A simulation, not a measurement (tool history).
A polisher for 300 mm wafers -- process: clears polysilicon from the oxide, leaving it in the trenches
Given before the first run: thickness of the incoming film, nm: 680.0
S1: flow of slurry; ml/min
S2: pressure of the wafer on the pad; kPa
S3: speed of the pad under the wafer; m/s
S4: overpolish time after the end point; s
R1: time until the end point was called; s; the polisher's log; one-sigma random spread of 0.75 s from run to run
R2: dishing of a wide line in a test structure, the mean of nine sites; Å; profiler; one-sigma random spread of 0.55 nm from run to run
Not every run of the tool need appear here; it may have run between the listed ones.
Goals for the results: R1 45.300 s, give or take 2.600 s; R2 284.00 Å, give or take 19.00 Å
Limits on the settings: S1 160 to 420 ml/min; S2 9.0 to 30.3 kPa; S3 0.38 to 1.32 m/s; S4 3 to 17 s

| run | hour | S1 | S2 | S3 | S4 | R1 | R2 |
|---|---|---|---|---|---|---|---|
| 1 | 0.0 | 270 | 19.3 | 0.84 | 9 | 47.689 | 406.05 |
| 2 | 8.8 | 270 | 19.3 | 0.84 | 8 | 49.053 | 404.35 |
| 3 | 17.1 | 270 | 19.3 | 0.84 | 7 | 47.959 | 377.92 |
| 4 | 21.4 | 270 | 15.2 | 0.84 | 7 | 58.674 | 373.00 |
| 5 | 23.2 | 225 | 15.2 | 0.84 | 7 | 59.857 | 366.67 |
| 6 | 32.1 | 215 | 15.9 | 0.86 | 6 | 56.882 | 351.74 |
| 7 | 34.2 | 210 | 16.5 | 0.88 | 6 | 54.112 | 351.18 |
| 8 | 40.7 | 205 | 16.5 | 0.90 | 6 | 53.663 | 361.54 |
| 9 | 46.5 | 200 | 17.9 | 0.86 | 6 | 52.158 | 372.43 |

Of the 4 settings listed for the next run, only one would bring every result within its allowed miss of target. Which one?
| A | 52.3 | 235 | 20.7 | 0.86 | 9 | ? | ? |
| B | 52.3 | 280 | 17.9 | 0.96 | 3 | ? | ? |
| C | 52.3 | 210 | 19.3 | 0.66 | 9 | ? | ? |
| D | 52.3 | 160 | 23.4 | 0.74 | 16 | ? | ? |

| move | R1 | R2 |
|---|---|---|
| A | 44.604 | 413.78 |
| B | 44.317 | 285.72 |
| C | 61.943 | 388.99 |
| D | 49.101 | 428.24 |
A: further off than the last run
B: hits every target within its allowed miss
C: further off than the last run
D: further off than the last run
So the answer is move B, the one that meets all the targets.
